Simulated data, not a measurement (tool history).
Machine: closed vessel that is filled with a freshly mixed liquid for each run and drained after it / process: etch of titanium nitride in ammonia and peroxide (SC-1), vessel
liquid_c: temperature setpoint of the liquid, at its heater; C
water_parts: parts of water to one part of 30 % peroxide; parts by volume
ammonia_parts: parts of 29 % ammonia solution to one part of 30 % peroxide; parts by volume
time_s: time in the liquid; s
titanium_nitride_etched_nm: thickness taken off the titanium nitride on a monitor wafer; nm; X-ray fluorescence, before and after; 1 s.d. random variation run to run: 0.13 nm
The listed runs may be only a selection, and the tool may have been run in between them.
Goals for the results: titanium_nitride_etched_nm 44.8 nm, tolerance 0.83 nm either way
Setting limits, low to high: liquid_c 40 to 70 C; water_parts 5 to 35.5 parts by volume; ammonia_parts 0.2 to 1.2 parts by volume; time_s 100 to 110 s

{"run": 1, "day": 0.0, "liquid_c": 56, "water_parts": 19.5, "ammonia_parts": 0.8, "time_s": 100, "titanium_nitride_etched_nm": 11.09}
{"run": 2, "day": 0.133, "liquid_c": 56, "water_parts": 19.5, "ammonia_parts": 0.8, "time_s": 100, "titanium_nitride_etched_nm": 11.134}
{"run": 3, "day": 0.433, "liquid_c": 58, "water_parts": 17.5, "ammonia_parts": 0.85, "time_s": 100, "titanium_nitride_etched_nm": 13.615}
{"run": 4, "day": 0.617, "liquid_c": 60, "water_parts": 15.5, "ammonia_parts": 0.85, "time_s": 100, "titanium_nitride_etched_nm": 16.661}
{"run": 5, "day": 0.958, "liquid_c": 54.5, "water_parts": 15.5, "ammonia_parts": 0.85, "time_s": 100, "titanium_nitride_etched_nm": 11.516}
{"run": 6, "day": 1.333, "liquid_c": 54.5, "water_parts": 15.5, "ammonia_parts": 0.85, "time_s": 100, "titanium_nitride_etched_nm": 11.552}
{"run": 7, "day": 1.4, "liquid_c": 54.5, "water_parts": 15.5, "ammonia_parts": 0.85, "time_s": 100, "titanium_nitride_etched_nm": 11.533}
{"run": 8, "day": 1.542, "liquid_c": 57, "water_parts": 14, "ammonia_parts": 0.85, "time_s": 100, "titanium_nitride_etched_nm": 14.469}
{"run": 9, "day": 1.804, "liquid_c": 59, "water_parts": 13, "ammonia_parts": 0.85, "time_s": 100, "titanium_nitride_etched_nm": 17.123}
{"run": 10, "day": 2.042, "liquid_c": 60.5, "water_parts": 12, "ammonia_parts": 0.85, "time_s": 100, "titanium_nitride_etched_nm": 19.619}
{"run": 11, "day": 2.183, "liquid_c": 62, "water_parts": 11, "ammonia_parts": 0.85, "time_s": 100, "titanium_nitride_etched_nm": 22.696}
{"run": 12, "day": 2.367, "liquid_c": 63, "water_parts": 10.5, "ammonia_parts": 0.85, "time_s": 100, "titanium_nitride_etched_nm": 24.742}
{"run": 13, "day": 2.417, "liquid_c": 64, "water_parts": 10, "ammonia_parts": 0.85, "time_s": 100, "titanium_nitride_etched_nm": 26.958}
{"run": 14, "day": 2.492, "liquid_c": 65, "water_parts": 9.5, "ammonia_parts": 0.85, "time_s": 100, "titanium_nitride_etched_nm": 29.482}

Exercise: of the 5 proposed moves below, exactly one satisfies all targets within the stated allowed misses. Which move is it?
{"run": "A", "day": 2.567, "liquid_c": 70, "water_parts": 10.5, "ammonia_parts": 1.2, "time_s": 105, "titanium_nitride_etched_nm": "?"}
{"run": "B", "day": 2.567, "liquid_c": 69, "water_parts": 8.5, "ammonia_parts": 0.9, "time_s": 110, "titanium_nitride_etched_nm": "?"}
{"run": "C", "day": 2.567, "liquid_c": 70, "water_parts": 7.5, "ammonia_parts": 0.55, "time_s": 110, "titanium_nitride_etched_nm": "?"}
{"run": "D", "day": 2.567, "liquid_c": 67, "water_parts": 7, "ammonia_parts": 0.95, "time_s": 110, "titanium_nitride_etched_nm": "?"}
{"run": "E", "day": 2.567, "liquid_c": 66, "water_parts": 5.5, "ammonia_parts": 0.75, "time_s": 105, "titanium_nitride_etched_nm": "?"}

move=A titanium_nitride_etched_nm=42.327
move=B titanium_nitride_etched_nm=44.359
move=C titanium_nitride_etched_nm=46.489
move=D titanium_nitride_etched_nm=43.302
move=E titanium_nitride_etched_nm=42.002
A: nearer the targets than the last run, but a result is still out of spec
B: meets every target
C: moves the result that the last run missed by most past its target, out the other side
D: nearer the targets than the last run, but a result is still out of spec
E: nearer the targets than the last run, but a result is still out of spec
So the answer is move B, the one that meets all the targets.
